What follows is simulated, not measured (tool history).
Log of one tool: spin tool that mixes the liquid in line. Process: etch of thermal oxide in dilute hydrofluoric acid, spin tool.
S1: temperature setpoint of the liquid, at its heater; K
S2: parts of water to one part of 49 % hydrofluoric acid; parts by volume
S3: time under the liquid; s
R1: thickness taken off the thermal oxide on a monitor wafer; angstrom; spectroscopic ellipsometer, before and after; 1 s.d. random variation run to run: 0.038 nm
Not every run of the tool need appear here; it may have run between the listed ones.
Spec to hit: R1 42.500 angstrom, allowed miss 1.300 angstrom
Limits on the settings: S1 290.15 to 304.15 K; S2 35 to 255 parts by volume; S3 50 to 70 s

run    day      S1   S2  S3      R1
  1  0.000  296.15  145  70  23.331
  2  0.354  298.65  145  70  25.469
  3  0.383  298.65  185  70  19.393
  4  0.596  298.65  185  50  13.751
  5  0.788  299.15  175  50  14.929
  6  0.950  299.15  160  50  16.627
  7  1.171  299.15  145  50  19.042
  8  1.492  299.15  135  50  20.333
  9  1.854  299.15  125  50  22.266
 10  2.212  299.15  115  50  24.464
 11  2.275  299.15  110  50  25.924
 12  2.488  299.15  105  50  27.075
 13  2.546  303.15   65  50  54.509

Which single option among these 5 for the next run brings every result within its allowed miss of target? Just one does.
  A  2.604  304.15  45  50   ?
  B  2.604  303.15  60  50   ?
  C  2.604  301.65  70  50   ?
  D  2.604  301.15  75  50   ?
  E  2.604  303.65  75  50   ?

move      R1
   A  84.443
   B  59.511
   C  47.412
   D  43.089
   E  47.453
A: its largest miss is bigger than the last run's
B: its largest miss is bigger than the last run's
C: better than the last run, though not everything is in spec
D: every result lands within tolerance
E: better than the last run, though not everything is in spec
Correct choice: D, which meets every target

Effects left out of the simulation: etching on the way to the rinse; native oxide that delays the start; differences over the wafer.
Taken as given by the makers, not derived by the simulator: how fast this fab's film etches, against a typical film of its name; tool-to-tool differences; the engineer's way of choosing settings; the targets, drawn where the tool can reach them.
